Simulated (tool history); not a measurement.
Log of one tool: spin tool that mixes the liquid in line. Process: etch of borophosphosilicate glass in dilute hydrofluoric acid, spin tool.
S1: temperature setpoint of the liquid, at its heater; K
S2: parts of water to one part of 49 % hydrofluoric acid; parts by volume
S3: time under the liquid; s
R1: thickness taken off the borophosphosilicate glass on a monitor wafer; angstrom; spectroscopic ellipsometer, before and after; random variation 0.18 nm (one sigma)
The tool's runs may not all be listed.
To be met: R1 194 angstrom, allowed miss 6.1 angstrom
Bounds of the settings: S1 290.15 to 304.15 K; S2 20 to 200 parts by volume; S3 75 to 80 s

{"run": 1, "hour": 0.0, "S1": 296.15, "S2": 110, "S3": 75, "R1": 286.11}
{"run": 2, "hour": 5.7, "S1": 296.15, "S2": 110, "S3": 80, "R1": 305.88}
{"run": 3, "hour": 14.0, "S1": 298.15, "S2": 110, "S3": 80, "R1": 326.8}
{"run": 4, "hour": 18.8, "S1": 301.15, "S2": 110, "S3": 80, "R1": 367.24}
{"run": 5, "hour": 25.6, "S1": 299.65, "S2": 115, "S3": 80, "R1": 327.24}
{"run": 6, "hour": 34.6, "S1": 299.65, "S2": 115, "S3": 75, "R1": 311.84}
{"hour": 43.6, "done": "hydrofluoric acid flow meter replaced"}
{"run": 7, "hour": 43.6, "S1": 298.65, "S2": 115, "S3": 75, "R1": 317.14}
{"run": 8, "hour": 49.4, "S1": 297.65, "S2": 120, "S3": 75, "R1": 294.52}

Which of these 4 next moves meets every target?
{"run": "A", "hour": 55.2, "S1": 300.15, "S2": 75, "S3": 80, "R1": "?"}
{"run": "B", "hour": 55.2, "S1": 293.15, "S2": 140, "S3": 75, "R1": "?"}
{"run": "C", "hour": 55.2, "S1": 293.65, "S2": 160, "S3": 75, "R1": "?"}
{"run": "D", "hour": 55.2, "S1": 293.65, "S2": 150, "S3": 75, "R1": "?"}

move=A R1=598.33
move=B R1=210.58
move=C R1=184.05
move=D R1=198.39
A: further off than the last run
B: nearer than the last run, and not there yet
C: takes the result that was furthest off past its target
D: meets every target
The right move is D.

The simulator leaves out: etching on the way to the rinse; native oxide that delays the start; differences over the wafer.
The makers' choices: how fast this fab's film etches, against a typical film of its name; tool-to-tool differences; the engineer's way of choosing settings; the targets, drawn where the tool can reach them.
